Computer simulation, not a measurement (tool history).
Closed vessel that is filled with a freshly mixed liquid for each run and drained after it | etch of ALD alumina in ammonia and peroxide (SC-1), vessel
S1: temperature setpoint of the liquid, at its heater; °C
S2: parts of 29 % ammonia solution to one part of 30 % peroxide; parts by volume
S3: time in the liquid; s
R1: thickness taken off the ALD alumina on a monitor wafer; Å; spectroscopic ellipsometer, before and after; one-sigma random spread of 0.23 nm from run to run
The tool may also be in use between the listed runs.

run,hour,S1,S2,S3,R1
1,0.0,61.0,0.6,880,561.37
2,4.3,62.5,0.6,880,602.72
3,9.9,57.5,0.6,880,465.22
4,11.1,57.5,0.6,880,464.83
5,20.4,57.5,0.5,880,457.83
6,27.6,52.0,0.5,880,342.50
7,36.7,56.0,0.5,880,421.67
8,45.9,59.0,0.5,880,493.43
9,54.0,59.0,0.5,880,496.79

Run 10, settings as shown, results not yet in. Your forecast:
10,57.3,61.0,0.5,880,?

R1: 548.07 Å

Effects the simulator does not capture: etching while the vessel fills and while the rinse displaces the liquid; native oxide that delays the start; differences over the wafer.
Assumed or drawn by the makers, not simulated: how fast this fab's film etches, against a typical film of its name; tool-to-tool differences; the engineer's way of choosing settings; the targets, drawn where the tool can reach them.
